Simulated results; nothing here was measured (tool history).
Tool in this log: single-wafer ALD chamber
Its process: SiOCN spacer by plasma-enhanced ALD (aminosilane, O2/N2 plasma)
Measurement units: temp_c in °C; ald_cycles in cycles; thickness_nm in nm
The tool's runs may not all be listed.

| run | hour | temp_c | ald_cycles | thickness_nm |
|---|---|---|---|---|
| 1 | 0 | 405 | 70 | 4.3648 |
| 2 | 7.2 | 405 | 74 | 4.5966 |
| 3 | 14.7 | 405 | 68 | 4.2424 |
| 4 | 18.7 | 404 | 69 | 4.3029 |
| 5 | 21.2 | 399 | 69 | 4.3163 |
| 6 | 27.8 | 405 | 69 | 4.2895 |
| 7 | 30.4 | 405 | 70 | 4.3482 |
| 8 | 38 | 405 | 71 | 4.4285 |

What will run 9 give?
|  | 46.7 | thermocouple changed; heater temperature recalibrated |
| 9 | 46.7 | 405 | 72 | ? |

{"run 9": {"thickness_nm": 4.4469}}

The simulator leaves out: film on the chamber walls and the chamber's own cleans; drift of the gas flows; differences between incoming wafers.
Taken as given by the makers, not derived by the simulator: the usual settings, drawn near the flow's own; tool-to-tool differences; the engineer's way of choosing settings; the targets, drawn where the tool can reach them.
